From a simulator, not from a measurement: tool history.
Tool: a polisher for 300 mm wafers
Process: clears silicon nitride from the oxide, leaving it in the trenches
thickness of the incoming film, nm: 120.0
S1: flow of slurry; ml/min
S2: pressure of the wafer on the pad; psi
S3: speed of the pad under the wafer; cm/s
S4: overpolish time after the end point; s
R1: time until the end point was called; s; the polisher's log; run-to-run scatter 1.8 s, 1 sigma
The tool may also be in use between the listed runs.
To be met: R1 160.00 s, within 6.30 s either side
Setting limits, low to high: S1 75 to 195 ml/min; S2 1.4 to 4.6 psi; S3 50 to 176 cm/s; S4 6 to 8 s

Run 1, hour 0.0: S1 125 ml/min, S2 3.0 psi, S3 112 cm/s, S4 8 s. Result: R1 127.90 s.
Run 2, hour 2.8: S1 125 ml/min, S2 2.9 psi, S3 112 cm/s, S4 8 s. Result: R1 132.95 s.
Run 3, hour 6.5: S1 125 ml/min, S2 2.8 psi, S3 112 cm/s, S4 8 s. Result: R1 134.16 s.
Run 4, hour 11.4: S1 140 ml/min, S2 2.8 psi, S3 112 cm/s, S4 8 s. Result: R1 132.74 s.
Run 5, hour 12.7: S1 120 ml/min, S2 2.8 psi, S3 112 cm/s, S4 8 s. Result: R1 137.82 s.
Run 6, hour 17.4: S1 120 ml/min, S2 2.8 psi, S3 112 cm/s, S4 6 s. Result: R1 133.49 s.
Run 7, hour 25.4: S1 120 ml/min, S2 2.7 psi, S3 112 cm/s, S4 6 s. Result: R1 140.06 s.
Run 8, hour 31.1: S1 105 ml/min, S2 2.3 psi, S3 112 cm/s, S4 6 s. Result: R1 170.56 s.

Consider the 5 candidate settings below. Which is the only one whose results all fall within their allowed miss of target?
Run A, hour 36.8: S1 125 ml/min, S2 1.6 psi, S3 144 cm/s, S4 7 s. Result: R1 ?.
Run B, hour 36.8: S1 150 ml/min, S2 2.4 psi, S3 92 cm/s, S4 7 s. Result: R1 ?.
Run C, hour 36.8: S1 75 ml/min, S2 2.8 psi, S3 108 cm/s, S4 8 s. Result: R1 ?.
Run D, hour 36.8: S1 95 ml/min, S2 2.1 psi, S3 112 cm/s, S4 7 s. Result: R1 ?.
Run E, hour 36.8: S1 90 ml/min, S2 2.1 psi, S3 120 cm/s, S4 6 s. Result: R1 ?.

move      R1
   A  185.70
   B  185.06
   C  161.01
   D  192.70
   E  183.18
A: its largest miss is bigger than the last run's
B: its largest miss is bigger than the last run's
C: all results land within tolerance of their targets
D: its largest miss is bigger than the last run's
E: its largest miss is bigger than the last run's
The move that meets every target is C.
